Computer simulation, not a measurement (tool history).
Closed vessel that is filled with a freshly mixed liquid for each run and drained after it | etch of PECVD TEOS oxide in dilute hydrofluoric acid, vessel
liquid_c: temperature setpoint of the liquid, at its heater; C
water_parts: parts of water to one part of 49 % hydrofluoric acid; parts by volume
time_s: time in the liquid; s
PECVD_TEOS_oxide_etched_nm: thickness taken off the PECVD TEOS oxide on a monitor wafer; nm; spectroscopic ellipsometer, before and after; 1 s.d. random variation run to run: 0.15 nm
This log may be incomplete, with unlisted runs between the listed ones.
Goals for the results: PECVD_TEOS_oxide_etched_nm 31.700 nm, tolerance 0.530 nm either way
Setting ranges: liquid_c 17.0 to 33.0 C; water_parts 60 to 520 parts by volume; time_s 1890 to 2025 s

run,day,liquid_c,water_parts,time_s,PECVD_TEOS_oxide_etched_nm
1,0.000,25.0,290,1890,50.224
2,0.175,24.0,295,1890,47.274
3,0.258,23.5,300,1890,45.667
4,0.625,21.5,300,1890,42.122
5,1.000,21.0,305,1890,40.871
6,1.312,20.5,310,1890,38.800
7,1.375,20.0,310,1890,38.521
8,1.483,19.5,310,1890,37.767
9,1.646,19.0,310,1890,36.764
10,2.046,18.0,320,1890,34.528
11,2.200,18.0,320,1890,34.673
# day 2.271: thermometer replaced
12,2.271,17.0,335,1890,30.000
13,2.338,18.0,335,1890,30.864

Which one of the following 4 next-run settings gets every result inside its allowed miss? There is exactly one.
A,2.404,18.5,350,1920,?
B,2.404,17.0,335,1930,?
C,2.404,18.5,325,1915,?
D,2.404,19.5,360,2000,?

move,PECVD_TEOS_oxide_etched_nm
A,30.134
B,30.322
C,33.053
D,31.371
A: further off than the last run
B: further off than the last run
C: moves the result that the last run missed by most past its target, out the other side
D: in spec on every target
D is the move that brings every result within its allowed miss.
